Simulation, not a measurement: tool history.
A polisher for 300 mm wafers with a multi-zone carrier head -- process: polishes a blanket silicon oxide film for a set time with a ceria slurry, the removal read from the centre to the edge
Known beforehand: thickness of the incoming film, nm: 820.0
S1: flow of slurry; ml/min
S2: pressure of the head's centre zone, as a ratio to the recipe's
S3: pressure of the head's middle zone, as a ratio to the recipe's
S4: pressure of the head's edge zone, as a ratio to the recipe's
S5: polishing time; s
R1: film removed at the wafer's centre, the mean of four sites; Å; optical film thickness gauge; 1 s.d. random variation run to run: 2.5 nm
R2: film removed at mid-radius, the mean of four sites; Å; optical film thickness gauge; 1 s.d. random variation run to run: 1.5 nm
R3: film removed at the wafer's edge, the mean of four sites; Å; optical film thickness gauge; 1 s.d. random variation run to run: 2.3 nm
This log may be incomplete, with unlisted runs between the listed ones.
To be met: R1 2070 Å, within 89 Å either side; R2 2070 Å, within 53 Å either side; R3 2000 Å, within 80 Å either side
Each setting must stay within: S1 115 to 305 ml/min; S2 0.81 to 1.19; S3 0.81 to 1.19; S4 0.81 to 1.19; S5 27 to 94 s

run,hour,S1,S2,S3,S4,S5,R1,R2,R3
1,0,195,1,1,1,60,2946.9,2973.5,3029.6
2,2,195,1,1.09,1,60,2913.2,3118.2,3037
3,6.7,195,1,1.09,1,69,3435.8,3581.9,3484.7
4,12.6,190,1.01,1.06,0.97,62,3071.4,3159.8,3120.5
5,19.3,190,1.01,1.01,0.97,62,3062.1,3064,3088.7
6,23.7,190,1.02,1.01,0.94,56,2847.2,2762.6,2712.6
7,28.2,185,1,0.99,0.92,53,2630.7,2576.5,2550
8,36,185,0.99,0.98,0.9,50,2468.9,2426.8,2374.9
9,39.2,185,0.98,0.97,0.88,49,2289.2,2383.2,2300

Which single option among these 5 for the next run brings every result within its allowed miss of target? Just one does.
A,42.4,195,0.92,0.99,0.81,41,?,?,?
B,42.4,190,1.07,0.97,0.88,54,?,?,?
C,42.4,170,0.99,0.99,0.87,43,?,?,?
D,42.4,215,1,0.83,0.96,44,?,?,?
E,42.4,165,0.97,0.94,0.94,57,?,?,?

move,R1,R2,R3
A,1873.6,2054.8,1897.1
B,2859.4,2663.3,2584.8
C,2059.2,2102.4,2017.5
D,2222.4,2043.9,2227.1
E,2656,2695.9,2760.7
A: gets the furthest-off result to its target, but another result is out of tolerance
B: further off than the last run
C: all results land within tolerance of their targets
D: gets the furthest-off result to its target, but another result is out of tolerance
E: further off than the last run
The move that meets every target is C.
